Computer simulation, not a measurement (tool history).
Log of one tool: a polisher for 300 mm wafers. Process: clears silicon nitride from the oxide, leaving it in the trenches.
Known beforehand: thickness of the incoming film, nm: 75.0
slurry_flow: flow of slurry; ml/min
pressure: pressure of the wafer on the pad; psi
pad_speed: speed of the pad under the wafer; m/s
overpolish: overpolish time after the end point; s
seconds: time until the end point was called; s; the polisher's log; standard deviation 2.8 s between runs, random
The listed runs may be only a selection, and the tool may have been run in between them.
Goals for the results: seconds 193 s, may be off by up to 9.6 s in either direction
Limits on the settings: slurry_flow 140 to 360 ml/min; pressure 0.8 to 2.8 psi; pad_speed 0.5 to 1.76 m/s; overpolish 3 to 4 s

Run 1, day 0: slurry_flow 230 ml/min, pressure 1.8 psi, pad_speed 1.12 m/s, overpolish 4 s. Result: seconds 131.68 s.
Run 2, day 0.108: slurry_flow 230 ml/min, pressure 1.7 psi, pad_speed 1.12 m/s, overpolish 4 s. Result: seconds 135.16 s.
Run 3, day 0.217: slurry_flow 230 ml/min, pressure 1.6 psi, pad_speed 1.1 m/s, overpolish 4 s. Result: seconds 146.4 s.
Run 4, day 0.342: slurry_flow 230 ml/min, pressure 1.5 psi, pad_speed 1.1 m/s, overpolish 4 s. Result: seconds 152.14 s.
Run 5, day 0.525: slurry_flow 230 ml/min, pressure 1.4 psi, pad_speed 1.1 m/s, overpolish 4 s. Result: seconds 157.1 s.
Run 6, day 0.817: slurry_flow 230 ml/min, pressure 1.4 psi, pad_speed 1.22 m/s, overpolish 4 s. Result: seconds 145.27 s.
Run 7, day 0.867: slurry_flow 230 ml/min, pressure 1.3 psi, pad_speed 1.2 m/s, overpolish 4 s. Result: seconds 152.34 s.
Run 8, day 1.175: slurry_flow 230 ml/min, pressure 1.2 psi, pad_speed 1.2 m/s, overpolish 4 s. Result: seconds 160.95 s.
Run 9, day 1.246: slurry_flow 230 ml/min, pressure 1.1 psi, pad_speed 1.2 m/s, overpolish 4 s. Result: seconds 170.41 s.
At day 1.55: slurry nozzle cleaned.
Run 10, day 1.55: slurry_flow 230 ml/min, pressure 1 psi, pad_speed 1.2 m/s, overpolish 4 s. Result: seconds 181.06 s.

Below are 5 possible settings for the next run. Only one of them brings all results inside the allowed miss of their targets. Which is it?
Run A, day 1.854: slurry_flow 235 ml/min, pressure 0.8 psi, pad_speed 1.3 m/s, overpolish 3 s. Result: seconds ?.
Run B, day 1.854: slurry_flow 220 ml/min, pressure 0.8 psi, pad_speed 1.5 m/s, overpolish 4 s. Result: seconds ?.
Run C, day 1.854: slurry_flow 200 ml/min, pressure 1 psi, pad_speed 1.34 m/s, overpolish 4 s. Result: seconds ?.
Run D, day 1.854: slurry_flow 155 ml/min, pressure 1.2 psi, pad_speed 1.16 m/s, overpolish 4 s. Result: seconds ?.
Run E, day 1.854: slurry_flow 220 ml/min, pressure 1.1 psi, pad_speed 1.28 m/s, overpolish 4 s. Result: seconds ?.

move  seconds
   A   187.34
   B    164.5
   C   162.22
   D   169.76
   E   158.35
A: every result within its allowed miss
B: lands further from the targets than the last run did
C: lands further from the targets than the last run did
D: lands further from the targets than the last run did
E: lands further from the targets than the last run did
A meets every target.
